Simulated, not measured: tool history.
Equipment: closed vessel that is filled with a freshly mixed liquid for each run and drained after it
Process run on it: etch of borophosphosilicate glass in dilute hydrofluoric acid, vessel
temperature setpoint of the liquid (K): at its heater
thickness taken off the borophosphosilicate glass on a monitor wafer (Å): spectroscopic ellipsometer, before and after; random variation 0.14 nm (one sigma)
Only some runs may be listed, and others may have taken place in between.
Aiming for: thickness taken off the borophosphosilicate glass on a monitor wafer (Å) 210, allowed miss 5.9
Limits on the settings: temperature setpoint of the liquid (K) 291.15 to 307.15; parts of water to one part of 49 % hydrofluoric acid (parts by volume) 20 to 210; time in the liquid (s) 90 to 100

run,day,temperature setpoint of the liquid (K),parts of water to one part of 49 % hydrofluoric acid (parts by volume),time in the liquid (s),thickness taken off the borophosphosilicate glass on a monitor wafer (Å)
1,0,299.15,115,90,365.49
2,0.338,299.15,115,90,359.48
3,0.588,297.15,120,90,319.18
4,0.938,295.65,125,90,288.74
5,1.275,293.15,125,90,261.87
6,1.417,292.65,130,90,246.76
7,1.646,292.15,135,90,230.86
8,1.862,291.65,135,90,223.81

Which of these 4 next moves meets every target?
A,2.079,291.15,150,90,?
B,2.079,291.15,125,90,?
C,2.079,291.65,150,90,?
D,2.079,292.15,145,90,?

move,thickness taken off the borophosphosilicate glass on a monitor wafer (Å)
A,196.35
B,241.65
C,200.37
D,212.58
A: takes the result that was furthest off past its target
B: the biggest miss grows against the last run
C: takes the result that was furthest off past its target
D: every result lands within tolerance
Go with D: it meets all targets.
